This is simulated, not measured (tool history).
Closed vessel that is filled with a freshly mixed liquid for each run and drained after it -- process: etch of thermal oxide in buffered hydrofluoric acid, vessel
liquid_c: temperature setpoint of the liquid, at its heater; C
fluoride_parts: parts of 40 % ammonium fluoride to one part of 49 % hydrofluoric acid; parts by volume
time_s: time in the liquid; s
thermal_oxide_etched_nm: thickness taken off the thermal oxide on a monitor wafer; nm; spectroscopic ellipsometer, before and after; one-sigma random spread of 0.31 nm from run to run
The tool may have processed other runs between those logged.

| run | hour | liquid_c | fluoride_parts | time_s | thermal_oxide_etched_nm |
|---|---|---|---|---|---|
| 1 | 0.0 | 23.0 | 20.5 | 105 | 59.441 |
| 2 | 6.9 | 26.0 | 20.5 | 105 | 69.871 |
| 3 | 11.6 | 23.0 | 20.5 | 105 | 59.631 |
| 4 | 16.7 | 19.5 | 20.5 | 105 | 49.324 |
| 5 | 22.4 | 21.0 | 20.5 | 105 | 53.705 |
| 6 | 24.7 | 24.5 | 20.5 | 105 | 64.483 |
| 7 | 26.5 | 25.0 | 20.5 | 105 | 66.351 |
| 8 | 28.5 | 25.5 | 20.5 | 105 | 68.388 |

Predict the results of run 9:
| 9 | 33.7 | 26.0 | 20.5 | 105 | ? |

{"run 9": {"thermal_oxide_etched_nm": 70.685}}
